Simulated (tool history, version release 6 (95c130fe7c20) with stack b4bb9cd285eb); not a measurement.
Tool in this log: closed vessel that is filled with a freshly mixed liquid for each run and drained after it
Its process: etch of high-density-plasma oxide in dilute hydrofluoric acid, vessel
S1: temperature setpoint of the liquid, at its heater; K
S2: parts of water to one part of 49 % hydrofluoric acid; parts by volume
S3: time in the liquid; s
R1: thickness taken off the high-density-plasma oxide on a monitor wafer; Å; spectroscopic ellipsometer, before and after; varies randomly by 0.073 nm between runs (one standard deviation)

| run | hour | S1 | S2 | S3 | R1 |
|---|---|---|---|---|---|
| 1 | 0 | 296.15 | 175 | 645 | 181.13 |
| 2 | 6.3 | 295.15 | 180 | 645 | 168.06 |
| 3 | 7.9 | 295.15 | 120 | 645 | 265.83 |
| 4 | 14.3 | 295.15 | 85 | 645 | 394.46 |
| 5 | 15.5 | 295.15 | 85 | 485 | 296.62 |
| 6 | 19.4 | 295.15 | 85 | 485 | 291.76 |
| 7 | 27.9 | 294.15 | 100 | 485 | 238.97 |
| 8 | 35.9 | 293.15 | 105 | 485 | 215.36 |
| 9 | 40.3 | 292.65 | 110 | 485 | 202.12 |
| 10 | 46 | 292.15 | 115 | 485 | 186.83 |
| 11 | 51.8 | 291.65 | 120 | 485 | 172.83 |

Forecast run 12:
| 12 | 56.9 | 291.65 | 120 | 485 | ? |

{"run 12": {"R1": 174.93}}

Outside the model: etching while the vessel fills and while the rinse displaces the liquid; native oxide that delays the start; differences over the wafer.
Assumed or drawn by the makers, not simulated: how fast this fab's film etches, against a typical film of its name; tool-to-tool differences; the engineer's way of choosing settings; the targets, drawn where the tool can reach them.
